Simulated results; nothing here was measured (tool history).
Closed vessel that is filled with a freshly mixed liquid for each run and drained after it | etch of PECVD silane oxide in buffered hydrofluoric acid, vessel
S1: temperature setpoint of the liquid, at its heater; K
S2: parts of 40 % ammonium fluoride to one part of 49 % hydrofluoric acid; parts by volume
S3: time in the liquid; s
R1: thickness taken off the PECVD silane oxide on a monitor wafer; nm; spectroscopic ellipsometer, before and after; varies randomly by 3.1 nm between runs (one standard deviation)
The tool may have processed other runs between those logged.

run 1 day=0.000 | S1=295.15 S2=9.5 S3=100 | R1=352.06
run 2 day=0.312 | S1=295.15 S2=9.5 S3=105 | R1=373.68
run 3 day=0.521 | S1=292.65 S2=9.5 S3=105 | R1=322.78
run 4 day=0.575 | S1=292.65 S2=12.5 S3=105 | R1=251.50
run 5 day=0.875 | S1=292.65 S2=11.5 S3=105 | R1=271.51
run 6 day=0.967 | S1=290.15 S2=11.5 S3=105 | R1=237.59
run 7 day=1.046 | S1=291.65 S2=11.5 S3=105 | R1=257.56

Estimate the outcome of run 8 from the log above:
run 8 day=1.188 | S1=292.65 S2=11.5 S3=105 | R1=?

Run 8 measured R1 271.59 nm.
